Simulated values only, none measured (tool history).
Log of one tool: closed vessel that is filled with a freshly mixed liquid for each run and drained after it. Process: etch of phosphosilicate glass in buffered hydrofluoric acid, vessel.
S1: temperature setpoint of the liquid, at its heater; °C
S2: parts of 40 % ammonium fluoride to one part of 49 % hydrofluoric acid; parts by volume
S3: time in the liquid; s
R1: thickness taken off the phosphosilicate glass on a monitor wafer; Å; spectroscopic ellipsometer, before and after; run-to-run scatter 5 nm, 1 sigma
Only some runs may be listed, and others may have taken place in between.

| run | hour | S1 | S2 | S3 | R1 |
|---|---|---|---|---|---|
| 1 | 0.0 | 24.0 | 11.0 | 90 | 8864.6 |
| 2 | 6.9 | 22.0 | 11.5 | 90 | 7591.3 |
| 3 | 8.7 | 20.5 | 11.5 | 90 | 7008.7 |
| 4 | 16.8 | 18.5 | 11.5 | 90 | 6287.1 |
| 5 | 26.0 | 18.5 | 8.5 | 90 | 8235.3 |
| 6 | 34.7 | 17.0 | 8.5 | 90 | 7658.4 |

Run 7 is up next; what results do you expect?
| 7 | 42.4 | 17.0 | 9.5 | 90 | ? |

Run 7 came out at R1 6806.4 Å.

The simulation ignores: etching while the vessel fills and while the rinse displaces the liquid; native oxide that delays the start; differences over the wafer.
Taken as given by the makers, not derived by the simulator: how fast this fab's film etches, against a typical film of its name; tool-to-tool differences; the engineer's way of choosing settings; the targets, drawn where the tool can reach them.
